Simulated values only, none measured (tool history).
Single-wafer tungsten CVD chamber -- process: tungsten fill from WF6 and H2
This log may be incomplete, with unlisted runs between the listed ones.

run  hour  heater temperature setpoint (°C)  chamber pressure (Pa)  deposition time (s)  mean film thickness on the monitor wafer (nm)
  1     0                               395                   6213                 15.7                                         50.343
  2   1.5                               398                   6239                 15.7                                         53.451
  3   5.1                               398                   7359                 15.7                                         59.256
  4     8                               398                   7359                 14.9                                         56.269
  5  16.4                               398                   6906                 14.9                                         54.295
  6  20.7                               400                   6919                 14.9                                         55.998
  7  28.8                               401                   6933                 14.9                                         57.284

Expected results for the next run?
  8  30.1                               401                   6933                 14.9                                              ?

Run 8 gave mean film thickness on the monitor wafer (nm) 57.745.
